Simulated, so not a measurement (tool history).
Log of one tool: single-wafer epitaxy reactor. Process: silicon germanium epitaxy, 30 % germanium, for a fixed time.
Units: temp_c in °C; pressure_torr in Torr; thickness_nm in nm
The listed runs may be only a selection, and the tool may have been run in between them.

run    day  temp_c  pressure_torr  thickness_nm
  1  0.000     585           15.8        40.596
  2  0.271     587           15.8        42.274
  3  0.425     583           15.8        38.965
  4  0.650     579           15.8        35.978
  5  1.017     582           15.8        38.145
  6  1.200     576           15.8        34.149

What does the tool deliver on the next run?
  7  1.500     580           15.8             ?

{"run 7": {"thickness_nm": 36.878}}
